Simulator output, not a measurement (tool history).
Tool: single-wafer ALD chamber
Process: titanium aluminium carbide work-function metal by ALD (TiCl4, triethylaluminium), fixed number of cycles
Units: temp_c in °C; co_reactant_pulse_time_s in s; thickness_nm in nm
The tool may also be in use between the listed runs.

run,hour,temp_c,co_reactant_pulse_time_s,thickness_nm
1,0,315,7.87,1.7908
2,2.3,313,7.62,1.7666
3,10.8,311,7.4,1.7531
4,11.9,309,7.06,1.7336
5,13.2,309,5.71,1.6677
6,21,313,5.71,1.7102
7,22.9,312,5.57,1.6909
8,30.4,311,5.44,1.6826

The next listed run, before its measurement:
9,32.4,310,5.32,?

Run 9 gave thickness_nm 1.6719 nm.
